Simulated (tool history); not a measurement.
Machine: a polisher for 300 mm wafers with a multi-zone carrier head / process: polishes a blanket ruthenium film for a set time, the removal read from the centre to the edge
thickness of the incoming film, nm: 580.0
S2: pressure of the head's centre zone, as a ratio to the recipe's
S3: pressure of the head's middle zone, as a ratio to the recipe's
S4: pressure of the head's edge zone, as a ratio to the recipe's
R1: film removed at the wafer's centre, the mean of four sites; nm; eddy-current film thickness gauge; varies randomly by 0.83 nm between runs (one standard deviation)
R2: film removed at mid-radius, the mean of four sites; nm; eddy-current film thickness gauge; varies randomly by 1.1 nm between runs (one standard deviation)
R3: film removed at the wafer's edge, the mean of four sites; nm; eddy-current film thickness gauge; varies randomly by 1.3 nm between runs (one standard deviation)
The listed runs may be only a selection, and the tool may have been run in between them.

{"run": 1, "day": 0.0, "flow of slurry (ml/min)": 175, "S2": 1.0, "S3": 1.0, "S4": 1.0, "polishing time (s)": 76, "R1": 79.342, "R2": 79.153, "R3": 76.182}
{"run": 2, "day": 0.225, "flow of slurry (ml/min)": 175, "S2": 1.0, "S3": 1.0, "S4": 1.0, "polishing time (s)": 62, "R1": 64.283, "R2": 64.274, "R3": 62.923}
{"run": 3, "day": 0.454, "flow of slurry (ml/min)": 180, "S2": 0.97, "S3": 1.03, "S4": 1.04, "polishing time (s)": 70, "R1": 70.084, "R2": 73.971, "R3": 72.385}
{"run": 4, "day": 0.717, "flow of slurry (ml/min)": 180, "S2": 0.97, "S3": 1.07, "S4": 1.04, "polishing time (s)": 70, "R1": 70.941, "R2": 76.976, "R3": 72.697}
{"run": 5, "day": 0.821, "flow of slurry (ml/min)": 210, "S2": 0.97, "S3": 1.07, "S4": 1.04, "polishing time (s)": 70, "R1": 72.522, "R2": 78.134, "R3": 74.82}
{"run": 6, "day": 0.917, "flow of slurry (ml/min)": 210, "S2": 0.95, "S3": 1.09, "S4": 1.06, "polishing time (s)": 76, "R1": 77.494, "R2": 86.186, "R3": 79.119}
{"run": 7, "day": 1.238, "flow of slurry (ml/min)": 205, "S2": 0.92, "S3": 1.08, "S4": 1.09, "polishing time (s)": 83, "R1": 81.655, "R2": 92.832, "R3": 86.647}
{"run": 8, "day": 1.346, "flow of slurry (ml/min)": 210, "S2": 0.9, "S3": 1.09, "S4": 1.11, "polishing time (s)": 87, "R1": 83.555, "R2": 98.195, "R3": 94.06}

Run 9 is up next; what results do you expect?
{"run": 9, "day": 1.512, "flow of slurry (ml/min)": 215, "S2": 0.9, "S3": 1.11, "S4": 1.12, "polishing time (s)": 90, "R1": "?", "R2": "?", "R3": "?"}

R1: 87.094 nm
R2: 104.160 nm
R3: 95.647 nm

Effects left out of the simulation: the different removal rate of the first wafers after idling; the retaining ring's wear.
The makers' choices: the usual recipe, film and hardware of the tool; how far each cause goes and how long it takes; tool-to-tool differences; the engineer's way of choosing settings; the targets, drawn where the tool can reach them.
